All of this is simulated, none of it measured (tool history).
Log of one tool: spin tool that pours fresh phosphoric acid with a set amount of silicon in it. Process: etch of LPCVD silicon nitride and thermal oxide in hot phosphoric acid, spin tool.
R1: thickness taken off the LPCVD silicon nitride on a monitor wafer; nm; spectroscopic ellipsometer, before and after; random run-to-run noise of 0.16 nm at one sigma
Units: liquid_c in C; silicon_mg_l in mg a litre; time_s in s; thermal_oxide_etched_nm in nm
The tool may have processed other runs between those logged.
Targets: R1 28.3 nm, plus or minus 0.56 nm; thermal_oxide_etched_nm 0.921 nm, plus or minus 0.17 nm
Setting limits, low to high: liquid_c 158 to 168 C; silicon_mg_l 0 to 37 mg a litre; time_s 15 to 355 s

Run 1, hour 0: liquid_c 163 C, silicon_mg_l 16 mg a litre, time_s 180 s. Result: R1 16.719 nm, thermal_oxide_etched_nm 0.43088 nm.
Run 2, hour 5.1: liquid_c 163 C, silicon_mg_l 16 mg a litre, time_s 105 s. Result: R1 9.9111 nm, thermal_oxide_etched_nm 0.25505 nm.
Run 3, hour 13: liquid_c 163 C, silicon_mg_l 23.5 mg a litre, time_s 105 s. Result: R1 9.9144 nm, thermal_oxide_etched_nm 0.20294 nm.
Run 4, hour 17.9: liquid_c 163.5 C, silicon_mg_l 22.5 mg a litre, time_s 120 s. Result: R1 11.477 nm, thermal_oxide_etched_nm 0.27343 nm.
Run 5, hour 24.6: liquid_c 164 C, silicon_mg_l 23.5 mg a litre, time_s 130 s. Result: R1 12.612 nm, thermal_oxide_etched_nm 0.25403 nm.
Run 6, hour 33: liquid_c 164.5 C, silicon_mg_l 21 mg a litre, time_s 140 s. Result: R1 14.005 nm, thermal_oxide_etched_nm 0.31397 nm.
Run 7, hour 42.1: liquid_c 165 C, silicon_mg_l 19 mg a litre, time_s 150 s. Result: R1 15.157 nm, thermal_oxide_etched_nm 0.37078 nm.
Run 8, hour 49.8: liquid_c 165.5 C, silicon_mg_l 18 mg a litre, time_s 160 s. Result: R1 16.137 nm, thermal_oxide_etched_nm 0.46175 nm.
Run 9, hour 52.6: liquid_c 166 C, silicon_mg_l 18 mg a litre, time_s 170 s. Result: R1 17.669 nm, thermal_oxide_etched_nm 0.42282 nm.
Run 10, hour 60.3: liquid_c 166 C, silicon_mg_l 16.5 mg a litre, time_s 180 s. Result: R1 18.773 nm, thermal_oxide_etched_nm 0.50144 nm.
Run 11, hour 67.9: liquid_c 166 C, silicon_mg_l 16 mg a litre, time_s 185 s. Result: R1 19.211 nm, thermal_oxide_etched_nm 0.53383 nm.
Run 12, hour 74.2: liquid_c 166 C, silicon_mg_l 15.5 mg a litre, time_s 190 s. Result: R1 19.779 nm, thermal_oxide_etched_nm 0.52285 nm.
Run 13, hour 81.2: liquid_c 166 C, silicon_mg_l 14.5 mg a litre, time_s 195 s. Result: R1 20.548 nm, thermal_oxide_etched_nm 0.59162 nm.
Run 14, hour 89.3: liquid_c 166 C, silicon_mg_l 14 mg a litre, time_s 200 s. Result: R1 20.774 nm, thermal_oxide_etched_nm 0.56951 nm.
Run 15, hour 92: liquid_c 166 C, silicon_mg_l 13 mg a litre, time_s 205 s. Result: R1 21.415 nm, thermal_oxide_etched_nm 0.64806 nm.

Which of these 5 next moves meets every target?
Run A, hour 94.7: liquid_c 166 C, silicon_mg_l 22.5 mg a litre, time_s 255 s. Result: R1 ?, thermal_oxide_etched_nm ?.
Run B, hour 94.7: liquid_c 166.5 C, silicon_mg_l 8.5 mg a litre, time_s 255 s. Result: R1 ?, thermal_oxide_etched_nm ?.
Run C, hour 94.7: liquid_c 166 C, silicon_mg_l 2 mg a litre, time_s 300 s. Result: R1 ?, thermal_oxide_etched_nm ?.
Run D, hour 94.7: liquid_c 168 C, silicon_mg_l 13 mg a litre, time_s 255 s. Result: R1 ?, thermal_oxide_etched_nm ?.
Run E, hour 94.7: liquid_c 166.5 C, silicon_mg_l 11 mg a litre, time_s 310 s. Result: R1 ?, thermal_oxide_etched_nm ?.

move      R1  thermal_oxide_etched_nm
   A   26.61                  0.65374
   B  27.048                  0.96964
   C  31.306                   1.2542
   D  28.399                  0.97522
   E  32.882                   1.1154
A: nearer than the last run, and not there yet
B: nearer than the last run, and not there yet
C: pushes the last run's worst result past its target
D: in spec on every target
E: pushes the last run's worst result past its target
Move D is the one to make.
